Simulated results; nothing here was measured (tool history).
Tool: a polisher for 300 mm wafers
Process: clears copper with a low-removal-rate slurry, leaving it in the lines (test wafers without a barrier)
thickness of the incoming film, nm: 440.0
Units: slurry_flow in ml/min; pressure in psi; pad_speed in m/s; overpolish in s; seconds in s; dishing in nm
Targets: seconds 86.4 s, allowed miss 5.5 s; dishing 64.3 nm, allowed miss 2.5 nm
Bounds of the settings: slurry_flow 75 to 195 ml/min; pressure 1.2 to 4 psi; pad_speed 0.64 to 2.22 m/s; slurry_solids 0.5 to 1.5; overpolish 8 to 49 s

{"run": 1, "hour": 0.0, "slurry_flow": 125, "pressure": 2.6, "pad_speed": 1.42, "slurry_solids": 1, "overpolish": 25, "seconds": 109.6, "dishing": 51.828}
{"run": 2, "hour": 1.5, "slurry_flow": 125, "pressure": 2.6, "pad_speed": 1.18, "slurry_solids": 1, "overpolish": 25, "seconds": 126.96, "dishing": 45.786}
{"run": 3, "hour": 4.6, "slurry_flow": 130, "pressure": 2.7, "pad_speed": 1.18, "slurry_solids": 1, "overpolish": 25, "seconds": 125, "dishing": 47.596}
{"run": 4, "hour": 11.1, "slurry_flow": 130, "pressure": 2.7, "pad_speed": 1.18, "slurry_solids": 1, "overpolish": 36, "seconds": 123.77, "dishing": 62.415}
{"run": 5, "hour": 12.7, "slurry_flow": 135, "pressure": 2.8, "pad_speed": 1.18, "slurry_solids": 1, "overpolish": 34, "seconds": 116.28, "dishing": 62.399}
{"run": 6, "hour": 13.9, "slurry_flow": 140, "pressure": 2.9, "pad_speed": 1.18, "slurry_solids": 1, "overpolish": 33, "seconds": 111.26, "dishing": 62.555}
{"run": 7, "hour": 14.7, "slurry_flow": 145, "pressure": 3, "pad_speed": 1.18, "slurry_solids": 1, "overpolish": 32, "seconds": 106.28, "dishing": 64.238}
{"run": 8, "hour": 17.0, "slurry_flow": 145, "pressure": 3, "pad_speed": 1.18, "slurry_solids": 1, "overpolish": 32, "seconds": 109, "dishing": 63.595}

5 next moves are on the table. One of them brings every result within its allowed miss. Which?
{"run": "A", "hour": 19.3, "slurry_flow": 150, "pressure": 3.2, "pad_speed": 0.92, "slurry_solids": 0.65, "overpolish": 40, "seconds": "?", "dishing": "?"}
{"run": "B", "hour": 19.3, "slurry_flow": 145, "pressure": 2.8, "pad_speed": 1.04, "slurry_solids": 1.1, "overpolish": 38, "seconds": "?", "dishing": "?"}
{"run": "C", "hour": 19.3, "slurry_flow": 140, "pressure": 3.3, "pad_speed": 1.34, "slurry_solids": 1.15, "overpolish": 25, "seconds": "?", "dishing": "?"}
{"run": "D", "hour": 19.3, "slurry_flow": 155, "pressure": 3, "pad_speed": 1.08, "slurry_solids": 0.8, "overpolish": 34, "seconds": "?", "dishing": "?"}
{"run": "E", "hour": 19.3, "slurry_flow": 150, "pressure": 3.3, "pad_speed": 1.68, "slurry_solids": 1, "overpolish": 19, "seconds": "?", "dishing": "?"}

move=A seconds=133.8 dishing=64.847
move=B seconds=124.75 dishing=64.843
move=C seconds=85.706 dishing=63.844
move=D seconds=119.7 dishing=61.997
move=E seconds=71.961 dishing=59.131
A: further off than the last run
B: further off than the last run
C: meets every target
D: further off than the last run
E: takes the result that was furthest off past its target
Move C is the one to make.

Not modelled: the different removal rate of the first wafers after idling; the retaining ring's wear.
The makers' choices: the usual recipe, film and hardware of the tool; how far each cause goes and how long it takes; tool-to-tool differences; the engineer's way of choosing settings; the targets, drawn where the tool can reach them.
